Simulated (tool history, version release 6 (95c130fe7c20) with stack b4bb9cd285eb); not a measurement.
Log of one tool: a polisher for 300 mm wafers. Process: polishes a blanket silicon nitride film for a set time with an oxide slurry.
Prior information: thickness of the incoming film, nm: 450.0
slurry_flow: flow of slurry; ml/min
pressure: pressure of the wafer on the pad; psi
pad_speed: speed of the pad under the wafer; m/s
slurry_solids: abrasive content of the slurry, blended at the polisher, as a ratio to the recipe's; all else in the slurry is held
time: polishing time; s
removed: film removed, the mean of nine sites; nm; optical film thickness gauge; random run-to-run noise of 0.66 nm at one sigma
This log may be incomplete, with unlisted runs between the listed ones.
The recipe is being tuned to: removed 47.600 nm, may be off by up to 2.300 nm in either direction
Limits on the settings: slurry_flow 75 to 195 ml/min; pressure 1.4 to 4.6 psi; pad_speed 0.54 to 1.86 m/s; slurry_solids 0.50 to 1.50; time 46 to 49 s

run    day  slurry_flow  pressure  pad_speed  slurry_solids  time  removed
  1  0.000          125       3.0       1.18           1.00    46   31.000
  2  0.342          130       3.4       1.20           1.00    46   35.197
  3  0.383          130       3.7       1.22           1.00    46   37.591
  4  0.508          130       3.1       1.22           1.00    46   32.747
  5  0.679          130       3.1       0.92           1.00    46   27.953
  6  1.012          145       3.1       0.92           1.00    46   28.621
  7  1.104          155       3.9       1.00           1.00    46   37.167
  8  1.200          160       4.1       1.04           1.00    46   39.139
  9  1.421          160       4.3       1.08           1.00    46   43.089

Exactly one of the 4 candidate moves below puts every result within its allowed miss. Which one?
  A  1.642          150       4.2       1.12           1.10    49        ?
  B  1.642          170       4.6       1.14           1.10    49        ?
  C  1.642          130       4.4       1.00           0.95    47        ?
  D  1.642          160       4.1       1.02           1.00    48        ?

move  removed
   A   47.192
   B   53.186
   C   40.874
   D   41.860
A: meets every target
B: takes the result that was furthest off past its target
C: its largest miss is bigger than the last run's
D: its largest miss is bigger than the last run's
A is the move that brings every result within its allowed miss.
